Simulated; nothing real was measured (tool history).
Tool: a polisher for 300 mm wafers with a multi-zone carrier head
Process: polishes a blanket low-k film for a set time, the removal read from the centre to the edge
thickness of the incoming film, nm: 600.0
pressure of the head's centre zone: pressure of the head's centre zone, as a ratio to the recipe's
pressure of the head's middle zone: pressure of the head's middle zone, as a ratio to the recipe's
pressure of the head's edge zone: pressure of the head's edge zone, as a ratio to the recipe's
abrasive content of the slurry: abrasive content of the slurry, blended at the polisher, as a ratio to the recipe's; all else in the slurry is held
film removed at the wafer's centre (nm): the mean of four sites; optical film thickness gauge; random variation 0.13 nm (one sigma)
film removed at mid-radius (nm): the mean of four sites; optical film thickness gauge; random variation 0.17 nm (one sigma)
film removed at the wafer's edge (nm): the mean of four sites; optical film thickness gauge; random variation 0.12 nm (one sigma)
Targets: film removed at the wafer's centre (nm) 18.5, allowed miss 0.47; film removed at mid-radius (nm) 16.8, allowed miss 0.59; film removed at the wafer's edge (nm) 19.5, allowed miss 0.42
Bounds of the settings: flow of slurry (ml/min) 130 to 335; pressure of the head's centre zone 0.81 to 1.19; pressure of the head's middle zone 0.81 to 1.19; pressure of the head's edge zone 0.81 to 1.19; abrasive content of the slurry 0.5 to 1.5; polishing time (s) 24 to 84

run    day  flow of slurry (ml/min)  pressure of the head's centre zone  pressure of the head's middle zone  pressure of the head's edge zone  abrasive content of the slurry  polishing time (s)  film removed at the wafer's centre (nm)  film removed at mid-radius (nm)  film removed at the wafer's edge (nm)
  1      0                      215                                   1                                   1                                 1                               1                  54                                   14.651                           15.222                                 14.477
  2  0.146                      215                                1.05                                   1                                 1                               1                  54                                    15.37                           14.829                                 14.443
  3    0.3                      220                                1.05                                0.99                              1.02                            1.05                  54                                   15.582                           15.087                                 14.794
  4  0.329                      220                                1.05                                1.02                              1.02                            1.05                  54                                   15.541                           15.512                                 14.956
  5  0.662                      220                                1.05                                1.01                              1.04                             1.1                  54                                   16.045                           15.973                                 15.529
  6  0.938                      220                                1.05                                1.01                              1.04                             1.1                  47                                   13.968                           14.156                                 13.471
  7  1.154                      235                                1.04                                0.91                              1.14                            1.35                  53                                   17.588                           16.151                                 17.609
  8  1.212                      240                                1.04                                 0.9                              1.15                            1.35                  53                                   17.394                           15.723                                 17.796
  9  1.404                      245                                1.04                                 0.9                              1.15                            1.35                  53                                   17.474                           16.323                                 17.967
 10  1.692                      245                                1.04                                 0.9                              1.15                            1.35                  53                                   17.756                           16.068                                 17.831
 11  1.912                      250                                1.03                                 0.9                              1.15                            1.35                  53                                   17.538                           16.004                                 17.833
 12  2.208                      265                                1.01                                0.88                              1.17                            1.45                  53                                   17.852                            16.19                                 18.715

Which of these 4 next moves meets every target?
  A  2.504                      240                                0.95                                0.94                              1.13                            1.35                  55                                        ?                                ?                                      ?
  B  2.504                      205                                1.04                                0.89                              1.19                            1.45                  56                                        ?                                ?                                      ?
  C  2.504                      215                                0.88                                0.81                              1.18                             1.5                  57                                        ?                                ?                                      ?
  D  2.504                      290                                1.08                                0.97                              1.14                            1.45                  50                                        ?                                ?                                      ?

move  film removed at the wafer's centre (nm)  film removed at mid-radius (nm)  film removed at the wafer's edge (nm)
   A                                   16.811                            16.84                                  18.35
   B                                    18.55                           16.593                                 19.518
   C                                   16.897                           15.998                                 20.158
   D                                   17.815                           16.491                                 17.518
A: further off than the last run
B: meets every target
C: takes the result that was furthest off past its target
D: further off than the last run
The right move is B.

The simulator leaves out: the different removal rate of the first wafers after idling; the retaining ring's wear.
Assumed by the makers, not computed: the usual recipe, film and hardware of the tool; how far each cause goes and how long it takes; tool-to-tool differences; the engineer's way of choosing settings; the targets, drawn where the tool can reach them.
